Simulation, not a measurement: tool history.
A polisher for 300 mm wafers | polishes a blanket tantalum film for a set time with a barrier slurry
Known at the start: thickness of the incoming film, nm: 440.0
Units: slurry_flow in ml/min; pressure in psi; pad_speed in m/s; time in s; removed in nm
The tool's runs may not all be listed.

run	day	slurry_flow	pressure	pad_speed	slurry_solids	time	removed
1	0.000	190	2.4	1.24	1.00	82	192.11
2	0.067	190	2.4	1.50	1.00	82	236.77
3	0.179	190	2.2	1.42	1.00	82	203.08
4	0.408	190	2.6	1.42	1.00	82	238.30
5	0.692	190	2.3	1.34	1.00	82	200.52
6	0.971	190	2.3	1.34	1.10	82	209.45
# day 1.146: slurry nozzle cleaned
7	1.146	185	1.7	0.98	1.05	82	122.37
8	1.212	185	1.6	0.98	1.05	82	114.41
9	1.342	185	1.5	0.98	1.05	82	108.62

Run 10 comes next. What will it give?
10	1.608	185	1.4	0.98	1.05	82	?

{"run 10": {"removed": 103.57}}
